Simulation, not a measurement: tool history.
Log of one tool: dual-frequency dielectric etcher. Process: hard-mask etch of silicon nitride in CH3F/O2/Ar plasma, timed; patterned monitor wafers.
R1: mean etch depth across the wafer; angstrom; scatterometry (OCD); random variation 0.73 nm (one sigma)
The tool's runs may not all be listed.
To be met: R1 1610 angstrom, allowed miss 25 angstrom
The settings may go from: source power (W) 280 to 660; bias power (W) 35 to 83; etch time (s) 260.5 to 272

{"run": 1, "hour": 0.0, "source power (W)": 470, "bias power (W)": 59, "etch time (s)": 260.5, "R1": 1869.3}
{"run": 2, "hour": 2.9, "source power (W)": 440, "bias power (W)": 58, "etch time (s)": 260.5, "R1": 1800.7}
{"run": 3, "hour": 5.0, "source power (W)": 420, "bias power (W)": 58, "etch time (s)": 260.5, "R1": 1792}
{"run": 4, "hour": 9.5, "source power (W)": 420, "bias power (W)": 66, "etch time (s)": 260.5, "R1": 1902.9}
{"run": 5, "hour": 16.4, "source power (W)": 400, "bias power (W)": 64, "etch time (s)": 260.5, "R1": 1838.1}
{"run": 6, "hour": 21.7, "source power (W)": 380, "bias power (W)": 63, "etch time (s)": 260.5, "R1": 1791.7}
{"run": 7, "hour": 25.1, "source power (W)": 360, "bias power (W)": 62, "etch time (s)": 260.5, "R1": 1748.3}
{"run": 8, "hour": 27.5, "source power (W)": 350, "bias power (W)": 61, "etch time (s)": 260.5, "R1": 1730.8}
{"run": 9, "hour": 30.8, "source power (W)": 340, "bias power (W)": 60, "etch time (s)": 260.5, "R1": 1726.6}
{"run": 10, "hour": 39.4, "source power (W)": 330, "bias power (W)": 59, "etch time (s)": 260.5, "R1": 1689.6}
{"run": 11, "hour": 44.7, "source power (W)": 320, "bias power (W)": 59, "etch time (s)": 260.5, "R1": 1676.4}

Which of these 4 next moves meets every target?
{"run": "A", "hour": 50.0, "source power (W)": 330, "bias power (W)": 58, "etch time (s)": 268.5, "R1": "?"}
{"run": "B", "hour": 50.0, "source power (W)": 430, "bias power (W)": 52, "etch time (s)": 265.5, "R1": "?"}
{"run": "C", "hour": 50.0, "source power (W)": 280, "bias power (W)": 69, "etch time (s)": 264, "R1": "?"}
{"run": "D", "hour": 50.0, "source power (W)": 310, "bias power (W)": 55, "etch time (s)": 260.5, "R1": "?"}

move=A R1=1732.7
move=B R1=1757.5
move=C R1=1764.1
move=D R1=1615.8
A: further off than the last run
B: further off than the last run
C: further off than the last run
D: meets every target
Move D is the one to make.
